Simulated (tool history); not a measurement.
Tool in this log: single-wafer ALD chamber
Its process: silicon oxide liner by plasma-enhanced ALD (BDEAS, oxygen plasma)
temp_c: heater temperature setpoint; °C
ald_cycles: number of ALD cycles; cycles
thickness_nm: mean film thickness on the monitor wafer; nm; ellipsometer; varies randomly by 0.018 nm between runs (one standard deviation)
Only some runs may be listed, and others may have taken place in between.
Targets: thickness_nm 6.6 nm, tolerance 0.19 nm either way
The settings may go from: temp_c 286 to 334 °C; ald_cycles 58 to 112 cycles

run 1 hour=0 | temp_c=310 ald_cycles=85 | thickness_nm=7.8937
run 2 hour=4.2 | temp_c=310 ald_cycles=92 | thickness_nm=8.5437
run 3 hour=10.8 | temp_c=310 ald_cycles=88 | thickness_nm=8.201
run 4 hour=14.2 | temp_c=303 ald_cycles=88 | thickness_nm=8.2839
run 5 hour=16.9 | temp_c=303 ald_cycles=97 | thickness_nm=9.1102
run 6 hour=24.4 | temp_c=297 ald_cycles=97 | thickness_nm=9.2421
run 7 hour=31 | temp_c=298 ald_cycles=92 | thickness_nm=8.7407
run 8 hour=37.5 | temp_c=299 ald_cycles=88 | thickness_nm=8.3229
run 9 hour=43.9 | temp_c=299 ald_cycles=85 | thickness_nm=8.0719
run 10 hour=50.7 | temp_c=299 ald_cycles=82 | thickness_nm=7.7942
run 11 hour=51.4 | temp_c=299 ald_cycles=80 | thickness_nm=7.601
run 12 hour=54.6 | temp_c=299 ald_cycles=80 | thickness_nm=7.5856
run 13 hour=63.1 | temp_c=299 ald_cycles=80 | thickness_nm=7.5246
run 14 hour=63.7 | temp_c=299 ald_cycles=78 | thickness_nm=7.352
run 15 hour=67.1 | temp_c=299 ald_cycles=77 | thickness_nm=7.3191
run 16 hour=75.9 | temp_c=299 ald_cycles=76 | thickness_nm=7.2108

4 next moves are on the table. One of them brings every result within its allowed miss. Which?
run A hour=84.7 | temp_c=299 ald_cycles=80 | thickness_nm=?
run B hour=84.7 | temp_c=286 ald_cycles=76 | thickness_nm=?
run C hour=84.7 | temp_c=314 ald_cycles=71 | thickness_nm=?
run D hour=84.7 | temp_c=300 ald_cycles=78 | thickness_nm=?

move=A thickness_nm=7.5914
move=B thickness_nm=7.5546
move=C thickness_nm=6.5802
move=D thickness_nm=7.3745
A: misses by more than the last run did
B: misses by more than the last run did
C: each result inside its tolerance
D: misses by more than the last run did
Go with C: it meets all targets.
